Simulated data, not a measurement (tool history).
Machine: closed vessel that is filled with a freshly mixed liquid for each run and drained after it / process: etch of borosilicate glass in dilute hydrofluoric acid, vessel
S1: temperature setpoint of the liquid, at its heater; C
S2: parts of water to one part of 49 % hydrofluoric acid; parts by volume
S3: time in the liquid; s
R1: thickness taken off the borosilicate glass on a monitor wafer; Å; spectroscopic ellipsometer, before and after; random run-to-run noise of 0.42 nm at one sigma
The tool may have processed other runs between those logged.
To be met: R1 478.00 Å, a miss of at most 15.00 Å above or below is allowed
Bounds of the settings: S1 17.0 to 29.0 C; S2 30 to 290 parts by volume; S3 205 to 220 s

Run 1, hour 0.0: S1 21.0 C, S2 160 parts by volume, S3 205 s. Result: R1 375.72 Å.
Run 2, hour 6.6: S1 22.5 C, S2 160 parts by volume, S3 205 s. Result: R1 400.63 Å.
Run 3, hour 14.5: S1 22.5 C, S2 160 parts by volume, S3 220 s. Result: R1 423.62 Å.
Run 4, hour 15.7: S1 24.0 C, S2 160 parts by volume, S3 220 s. Result: R1 448.57 Å.
Run 5, hour 23.5: S1 24.0 C, S2 105 parts by volume, S3 220 s. Result: R1 741.35 Å.
Run 6, hour 24.7: S1 22.5 C, S2 105 parts by volume, S3 220 s. Result: R1 705.15 Å.
Run 7, hour 25.5: S1 21.5 C, S2 115 parts by volume, S3 220 s. Result: R1 599.75 Å.
Run 8, hour 32.3: S1 20.5 C, S2 115 parts by volume, S3 220 s. Result: R1 576.00 Å.
Run 9, hour 36.4: S1 19.5 C, S2 115 parts by volume, S3 220 s. Result: R1 553.93 Å.

Which one of the following 4 next-run settings gets every result inside its allowed miss? There is exactly one.
Run A, hour 40.5: S1 20.0 C, S2 125 parts by volume, S3 205 s. Result: R1 ?.
Run B, hour 40.5: S1 21.5 C, S2 100 parts by volume, S3 220 s. Result: R1 ?.
Run C, hour 40.5: S1 17.5 C, S2 90 parts by volume, S3 220 s. Result: R1 ?.
Run D, hour 40.5: S1 24.0 C, S2 120 parts by volume, S3 205 s. Result: R1 ?.

move      R1
   A  479.93
   B  703.46
   C  669.77
   D  589.37
A: in spec on every target
B: its largest miss is bigger than the last run's
C: its largest miss is bigger than the last run's
D: its largest miss is bigger than the last run's
Correct choice: A, which meets every target
